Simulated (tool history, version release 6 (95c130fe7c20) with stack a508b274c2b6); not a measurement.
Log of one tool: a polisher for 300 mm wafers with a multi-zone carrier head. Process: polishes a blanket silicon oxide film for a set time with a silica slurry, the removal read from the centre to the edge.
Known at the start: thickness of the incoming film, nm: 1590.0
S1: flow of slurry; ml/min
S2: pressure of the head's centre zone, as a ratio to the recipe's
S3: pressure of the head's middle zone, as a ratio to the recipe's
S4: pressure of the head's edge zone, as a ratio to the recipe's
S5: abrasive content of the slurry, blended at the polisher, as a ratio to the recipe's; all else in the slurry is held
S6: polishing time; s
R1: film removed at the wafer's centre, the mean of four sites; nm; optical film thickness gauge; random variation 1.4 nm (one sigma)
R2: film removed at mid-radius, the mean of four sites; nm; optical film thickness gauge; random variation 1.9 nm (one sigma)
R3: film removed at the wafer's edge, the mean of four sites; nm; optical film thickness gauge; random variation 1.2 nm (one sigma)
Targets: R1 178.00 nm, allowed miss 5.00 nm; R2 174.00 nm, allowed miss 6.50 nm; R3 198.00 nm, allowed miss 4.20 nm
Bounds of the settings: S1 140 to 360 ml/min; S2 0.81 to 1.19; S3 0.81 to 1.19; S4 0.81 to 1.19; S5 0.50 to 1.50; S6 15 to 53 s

| run | hour | S1 | S2 | S3 | S4 | S5 | S6 | R1 | R2 | R3 |
|---|---|---|---|---|---|---|---|---|---|---|
| 1 | 0.0 | 230 | 1.00 | 1.00 | 1.00 | 1.00 | 34 | 149.64 | 149.32 | 143.01 |
| 2 | 4.7 | 230 | 1.00 | 1.00 | 0.93 | 1.00 | 34 | 150.73 | 145.05 | 139.18 |
| 3 | 11.0 | 230 | 1.00 | 1.00 | 0.93 | 0.90 | 34 | 140.62 | 140.08 | 133.10 |
| 4 | 13.1 | 230 | 1.00 | 1.00 | 0.93 | 0.90 | 30 | 124.52 | 122.35 | 116.47 |
| 5 | 15.5 | 230 | 1.08 | 1.00 | 0.93 | 0.90 | 30 | 131.64 | 120.15 | 114.51 |
| 6 | 21.6 | 230 | 1.08 | 1.06 | 0.93 | 0.90 | 30 | 130.47 | 129.44 | 114.91 |
| 7 | 29.0 | 235 | 1.00 | 1.01 | 1.02 | 1.10 | 31 | 144.06 | 142.31 | 138.44 |
| 8 | 33.3 | 250 | 0.96 | 0.98 | 1.08 | 1.25 | 31 | 146.54 | 147.07 | 152.69 |

Which of these 5 next moves meets every target?
| A | 37.6 | 285 | 0.83 | 1.11 | 1.07 | 1.50 | 31 | ? | ? | ? |
| B | 37.6 | 295 | 0.94 | 1.01 | 0.96 | 1.20 | 36 | ? | ? | ? |
| C | 37.6 | 215 | 1.01 | 0.87 | 1.01 | 1.10 | 28 | ? | ? | ? |
| D | 37.6 | 170 | 0.89 | 0.88 | 1.08 | 1.35 | 40 | ? | ? | ? |
| E | 37.6 | 270 | 1.02 | 0.99 | 1.05 | 1.10 | 27 | ? | ? | ? |

| move | R1 | R2 | R3 |
|---|---|---|---|
| A | 146.19 | 179.53 | 167.66 |
| B | 171.23 | 175.69 | 168.83 |
| C | 130.40 | 111.87 | 126.08 |
| D | 178.40 | 171.81 | 199.72 |
| E | 130.43 | 123.18 | 126.07 |
A: nearer than the last run, and not there yet
B: nearer than the last run, and not there yet
C: further off than the last run
D: meets every target
E: further off than the last run
Move D is the one to make.

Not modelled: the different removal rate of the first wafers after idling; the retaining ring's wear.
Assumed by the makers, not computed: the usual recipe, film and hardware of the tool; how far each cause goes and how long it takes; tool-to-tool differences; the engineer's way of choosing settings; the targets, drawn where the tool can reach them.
